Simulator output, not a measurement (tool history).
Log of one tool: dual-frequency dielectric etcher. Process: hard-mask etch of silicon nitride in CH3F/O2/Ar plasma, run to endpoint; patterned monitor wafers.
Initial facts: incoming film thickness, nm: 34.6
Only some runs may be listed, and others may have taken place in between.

Run 1, day 0: source power (W) 290, bias power (W) 87. Result: endpoint time (s) 61.798.
Run 2, day 0.025: source power (W) 320, bias power (W) 90. Result: endpoint time (s) 58.376.
Run 3, day 0.158: source power (W) 300, bias power (W) 90. Result: endpoint time (s) 60.01.
Run 4, day 0.467: source power (W) 280, bias power (W) 90. Result: endpoint time (s) 61.863.
Run 5, day 0.742: source power (W) 310, bias power (W) 93. Result: endpoint time (s) 59.063.
Run 6, day 0.988: source power (W) 330, bias power (W) 96. Result: endpoint time (s) 57.207.

Forecast run 7:
Run 7, day 1.221: source power (W) 340, bias power (W) 98. Result: endpoint time (s) ?.

Logged for run 7: endpoint time (s) 55.892.

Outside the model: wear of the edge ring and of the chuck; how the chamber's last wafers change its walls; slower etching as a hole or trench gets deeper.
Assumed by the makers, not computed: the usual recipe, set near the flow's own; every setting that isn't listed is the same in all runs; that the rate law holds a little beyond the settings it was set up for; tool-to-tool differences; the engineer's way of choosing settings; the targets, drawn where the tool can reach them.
